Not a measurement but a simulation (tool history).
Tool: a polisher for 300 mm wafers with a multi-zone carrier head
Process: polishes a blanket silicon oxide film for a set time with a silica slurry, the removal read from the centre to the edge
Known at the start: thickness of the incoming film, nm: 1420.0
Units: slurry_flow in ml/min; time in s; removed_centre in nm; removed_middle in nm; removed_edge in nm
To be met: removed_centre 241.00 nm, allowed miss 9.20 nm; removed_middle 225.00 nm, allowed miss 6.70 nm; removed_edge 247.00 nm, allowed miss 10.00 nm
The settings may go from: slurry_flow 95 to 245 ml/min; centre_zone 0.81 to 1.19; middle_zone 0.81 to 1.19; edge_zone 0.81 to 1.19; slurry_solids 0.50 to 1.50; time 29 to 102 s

run 1 hour=0.0 | slurry_flow=155 centre_zone=1.00 middle_zone=1.00 edge_zone=1.00 slurry_solids=1.00 time=65 | removed_centre=259.91 removed_middle=264.28 removed_edge=261.64
run 2 hour=1.1 | slurry_flow=155 centre_zone=1.00 middle_zone=1.05 edge_zone=1.00 slurry_solids=1.00 time=65 | removed_centre=264.44 removed_middle=274.31 removed_edge=267.36
run 3 hour=8.5 | slurry_flow=120 centre_zone=1.00 middle_zone=1.05 edge_zone=1.00 slurry_solids=1.00 time=65 | removed_centre=252.01 removed_middle=265.54 removed_edge=252.18
run 4 hour=14.9 | slurry_flow=115 centre_zone=1.00 middle_zone=1.00 edge_zone=1.02 slurry_solids=1.00 time=65 | removed_centre=256.07 removed_middle=253.85 removed_edge=260.18
run 5 hour=21.8 | slurry_flow=115 centre_zone=1.00 middle_zone=1.00 edge_zone=1.02 slurry_solids=1.00 time=72 | removed_centre=275.54 removed_middle=280.40 removed_edge=290.47
run 6 hour=24.1 | slurry_flow=155 centre_zone=1.00 middle_zone=1.00 edge_zone=1.02 slurry_solids=1.00 time=72 | removed_centre=297.97 removed_middle=297.90 removed_edge=296.51
-- hour=25.5 edge zone pressure recalibrated
run 7 hour=25.5 | slurry_flow=145 centre_zone=0.99 middle_zone=0.95 edge_zone=0.99 slurry_solids=0.95 time=72 | removed_centre=282.68 removed_middle=271.98 removed_edge=272.59
run 8 hour=29.9 | slurry_flow=105 centre_zone=0.90 middle_zone=0.85 edge_zone=1.01 slurry_solids=0.90 time=72 | removed_centre=231.55 removed_middle=229.21 removed_edge=252.77

Which of these 5 next moves meets every target?
run A hour=34.3 | slurry_flow=100 centre_zone=0.93 middle_zone=0.82 edge_zone=1.03 slurry_solids=0.90 time=75 | removed_centre=? removed_middle=? removed_edge=?
run B hour=34.3 | slurry_flow=110 centre_zone=0.96 middle_zone=0.86 edge_zone=0.98 slurry_solids=0.75 time=75 | removed_centre=? removed_middle=? removed_edge=?
run C hour=34.3 | slurry_flow=115 centre_zone=0.98 middle_zone=0.81 edge_zone=1.01 slurry_solids=0.85 time=69 | removed_centre=? removed_middle=? removed_edge=?
run D hour=34.3 | slurry_flow=155 centre_zone=1.05 middle_zone=0.95 edge_zone=0.81 slurry_solids=0.75 time=70 | removed_centre=? removed_middle=? removed_edge=?
run E hour=34.3 | slurry_flow=95 centre_zone=0.81 middle_zone=0.81 edge_zone=0.95 slurry_solids=1.15 time=67 | removed_centre=? removed_middle=? removed_edge=?

move=A removed_centre=247.08 removed_middle=231.26 removed_edge=277.49
move=B removed_centre=238.97 removed_middle=223.91 removed_edge=251.53
move=C removed_centre=240.34 removed_middle=210.60 removed_edge=250.76
move=D removed_centre=260.54 removed_middle=238.74 removed_edge=223.79
move=E removed_centre=210.86 removed_middle=225.31 removed_edge=263.10
A: brings the result that was furthest off to its target, and leaves another outside
B: meets every target
C: brings the result that was furthest off to its target, and leaves another outside
D: takes the result that was furthest off past its target
E: further off than the last run
Move B is the one to make.
